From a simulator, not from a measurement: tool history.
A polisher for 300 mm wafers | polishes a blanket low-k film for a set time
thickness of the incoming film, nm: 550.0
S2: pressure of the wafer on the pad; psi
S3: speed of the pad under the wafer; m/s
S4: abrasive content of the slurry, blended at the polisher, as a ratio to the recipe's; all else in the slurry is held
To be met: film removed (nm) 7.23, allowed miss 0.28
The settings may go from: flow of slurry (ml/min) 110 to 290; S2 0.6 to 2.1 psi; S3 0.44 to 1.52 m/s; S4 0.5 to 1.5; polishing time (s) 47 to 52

{"run": 1, "day": 0.0, "flow of slurry (ml/min)": 185, "S2": 1.3, "S3": 0.98, "S4": 1, "polishing time (s)": 52, "film removed (nm)": 12.206}
{"run": 2, "day": 0.15, "flow of slurry (ml/min)": 185, "S2": 1.3, "S3": 0.82, "S4": 1, "polishing time (s)": 52, "film removed (nm)": 10.519}
{"run": 3, "day": 0.279, "flow of slurry (ml/min)": 215, "S2": 1.3, "S3": 0.82, "S4": 1, "polishing time (s)": 52, "film removed (nm)": 10.776}
{"run": 4, "day": 0.554, "flow of slurry (ml/min)": 215, "S2": 1.3, "S3": 0.82, "S4": 0.9, "polishing time (s)": 52, "film removed (nm)": 10.492}
{"run": 5, "day": 0.612, "flow of slurry (ml/min)": 215, "S2": 1.3, "S3": 1.04, "S4": 0.9, "polishing time (s)": 52, "film removed (nm)": 12.325}
{"run": 6, "day": 0.808, "flow of slurry (ml/min)": 215, "S2": 1.1, "S3": 1.04, "S4": 0.9, "polishing time (s)": 52, "film removed (nm)": 11.256}
{"run": 7, "day": 0.962, "flow of slurry (ml/min)": 215, "S2": 0.9, "S3": 0.98, "S4": 0.9, "polishing time (s)": 52, "film removed (nm)": 9.2581}
{"run": 8, "day": 1.083, "flow of slurry (ml/min)": 210, "S2": 0.8, "S3": 0.96, "S4": 0.9, "polishing time (s)": 52, "film removed (nm)": 8.4709}
{"run": 9, "day": 1.321, "flow of slurry (ml/min)": 205, "S2": 0.7, "S3": 0.96, "S4": 0.9, "polishing time (s)": 52, "film removed (nm)": 7.7844}
{"run": 10, "day": 1.546, "flow of slurry (ml/min)": 200, "S2": 0.7, "S3": 0.96, "S4": 0.9, "polishing time (s)": 52, "film removed (nm)": 7.8047}
{"run": 11, "day": 1.7, "flow of slurry (ml/min)": 195, "S2": 0.7, "S3": 0.96, "S4": 0.9, "polishing time (s)": 52, "film removed (nm)": 7.6058}
{"run": 12, "day": 1.929, "flow of slurry (ml/min)": 190, "S2": 0.7, "S3": 0.96, "S4": 0.9, "polishing time (s)": 52, "film removed (nm)": 7.6862}
{"run": 13, "day": 2.196, "flow of slurry (ml/min)": 185, "S2": 0.7, "S3": 0.96, "S4": 0.9, "polishing time (s)": 52, "film removed (nm)": 7.6402}
{"run": 14, "day": 2.417, "flow of slurry (ml/min)": 180, "S2": 0.7, "S3": 0.96, "S4": 0.9, "polishing time (s)": 52, "film removed (nm)": 7.6919}
{"run": 15, "day": 2.617, "flow of slurry (ml/min)": 180, "S2": 0.7, "S3": 0.96, "S4": 0.9, "polishing time (s)": 52, "film removed (nm)": 7.5947}
{"run": 16, "day": 2.712, "flow of slurry (ml/min)": 175, "S2": 0.7, "S3": 0.96, "S4": 0.9, "polishing time (s)": 52, "film removed (nm)": 7.6389}

4 next moves are on the table. One of them brings every result within its allowed miss. Which?
{"run": "A", "day": 2.808, "flow of slurry (ml/min)": 150, "S2": 1, "S3": 0.84, "S4": 0.9, "polishing time (s)": 52, "film removed (nm)": "?"}
{"run": "B", "day": 2.808, "flow of slurry (ml/min)": 160, "S2": 0.6, "S3": 1.02, "S4": 0.95, "polishing time (s)": 47, "film removed (nm)": "?"}
{"run": "C", "day": 2.808, "flow of slurry (ml/min)": 180, "S2": 0.6, "S3": 0.96, "S4": 0.9, "polishing time (s)": 47, "film removed (nm)": "?"}
{"run": "D", "day": 2.808, "flow of slurry (ml/min)": 200, "S2": 0.8, "S3": 0.8, "S4": 1.15, "polishing time (s)": 47, "film removed (nm)": "?"}

move=A film_removed_(nm)=8.4784
move=B film_removed_(nm)=6.7866
move=C film_removed_(nm)=6.4307
move=D film_removed_(nm)=7.3132
A: further off than the last run
B: takes the result that was furthest off past its target
C: takes the result that was furthest off past its target
D: meets every target
Move D is the one to make.
